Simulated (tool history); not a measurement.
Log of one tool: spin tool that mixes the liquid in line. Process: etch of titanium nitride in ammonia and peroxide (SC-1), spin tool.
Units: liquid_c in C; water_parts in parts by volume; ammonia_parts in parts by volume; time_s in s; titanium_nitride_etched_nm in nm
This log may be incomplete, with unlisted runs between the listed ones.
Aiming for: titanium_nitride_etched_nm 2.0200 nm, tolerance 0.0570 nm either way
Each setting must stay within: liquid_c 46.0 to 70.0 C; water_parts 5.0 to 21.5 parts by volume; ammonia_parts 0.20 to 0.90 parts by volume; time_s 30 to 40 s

{"run": 1, "hour": 0.0, "liquid_c": 62.0, "water_parts": 12.0, "ammonia_parts": 0.5, "time_s": 40, "titanium_nitride_etched_nm": 4.1208}
{"run": 2, "hour": 5.3, "liquid_c": 60.5, "water_parts": 12.0, "ammonia_parts": 0.5, "time_s": 40, "titanium_nitride_etched_nm": 3.7161}
{"run": 3, "hour": 7.6, "liquid_c": 59.0, "water_parts": 12.0, "ammonia_parts": 0.5, "time_s": 40, "titanium_nitride_etched_nm": 3.3784}
{"run": 4, "hour": 8.7, "liquid_c": 62.0, "water_parts": 12.0, "ammonia_parts": 0.5, "time_s": 40, "titanium_nitride_etched_nm": 4.1041}
{"run": 5, "hour": 14.5, "liquid_c": 62.0, "water_parts": 12.0, "ammonia_parts": 0.5, "time_s": 30, "titanium_nitride_etched_nm": 3.1078}
{"run": 6, "hour": 19.0, "liquid_c": 62.0, "water_parts": 12.0, "ammonia_parts": 0.5, "time_s": 40, "titanium_nitride_etched_nm": 4.1292}
{"run": 7, "hour": 22.4, "liquid_c": 60.5, "water_parts": 12.0, "ammonia_parts": 0.5, "time_s": 40, "titanium_nitride_etched_nm": 3.7868}
{"run": 8, "hour": 28.8, "liquid_c": 59.0, "water_parts": 12.0, "ammonia_parts": 0.5, "time_s": 40, "titanium_nitride_etched_nm": 3.3818}
{"run": 9, "hour": 33.6, "liquid_c": 58.0, "water_parts": 12.0, "ammonia_parts": 0.5, "time_s": 40, "titanium_nitride_etched_nm": 3.1755}
{"run": 10, "hour": 34.6, "liquid_c": 57.0, "water_parts": 12.0, "ammonia_parts": 0.5, "time_s": 40, "titanium_nitride_etched_nm": 3.0087}
{"run": 11, "hour": 39.8, "liquid_c": 56.0, "water_parts": 12.0, "ammonia_parts": 0.5, "time_s": 40, "titanium_nitride_etched_nm": 2.7745}
{"run": 12, "hour": 47.5, "liquid_c": 55.5, "water_parts": 12.0, "ammonia_parts": 0.5, "time_s": 40, "titanium_nitride_etched_nm": 2.7134}
{"run": 13, "hour": 49.1, "liquid_c": 55.0, "water_parts": 12.0, "ammonia_parts": 0.5, "time_s": 40, "titanium_nitride_etched_nm": 2.6127}
{"run": 14, "hour": 52.3, "liquid_c": 54.5, "water_parts": 12.0, "ammonia_parts": 0.5, "time_s": 40, "titanium_nitride_etched_nm": 2.5277}
{"run": 15, "hour": 54.5, "liquid_c": 54.0, "water_parts": 12.0, "ammonia_parts": 0.5, "time_s": 40, "titanium_nitride_etched_nm": 2.4192}
{"run": 16, "hour": 56.1, "liquid_c": 53.5, "water_parts": 12.0, "ammonia_parts": 0.5, "time_s": 40, "titanium_nitride_etched_nm": 2.3524}
{"run": 17, "hour": 61.3, "liquid_c": 53.0, "water_parts": 12.0, "ammonia_parts": 0.5, "time_s": 40, "titanium_nitride_etched_nm": 2.2221}
{"run": 18, "hour": 63.7, "liquid_c": 52.0, "water_parts": 12.0, "ammonia_parts": 0.5, "time_s": 40, "titanium_nitride_etched_nm": 2.1564}

Exercise: of the 4 proposed moves below, exactly one satisfies all targets within the stated allowed misses. Which move is it?
{"run": "A", "hour": 66.1, "liquid_c": 49.5, "water_parts": 10.5, "ammonia_parts": 0.65, "time_s": 40, "titanium_nitride_etched_nm": "?"}
{"run": "B", "hour": 66.1, "liquid_c": 52.5, "water_parts": 14.0, "ammonia_parts": 0.3, "time_s": 40, "titanium_nitride_etched_nm": "?"}
{"run": "C", "hour": 66.1, "liquid_c": 52.0, "water_parts": 12.5, "ammonia_parts": 0.65, "time_s": 40, "titanium_nitride_etched_nm": "?"}
{"run": "D", "hour": 66.1, "liquid_c": 56.5, "water_parts": 12.0, "ammonia_parts": 0.7, "time_s": 30, "titanium_nitride_etched_nm": "?"}

move=A titanium_nitride_etched_nm=2.0044
move=B titanium_nitride_etched_nm=1.8407
move=C titanium_nitride_etched_nm=2.1756
move=D titanium_nitride_etched_nm=2.2918
A: hits every target within its allowed miss
B: the result that was furthest off in the last run now lies on the other side of its target
C: misses by more than the last run did
D: misses by more than the last run did
The move that meets every target is A.

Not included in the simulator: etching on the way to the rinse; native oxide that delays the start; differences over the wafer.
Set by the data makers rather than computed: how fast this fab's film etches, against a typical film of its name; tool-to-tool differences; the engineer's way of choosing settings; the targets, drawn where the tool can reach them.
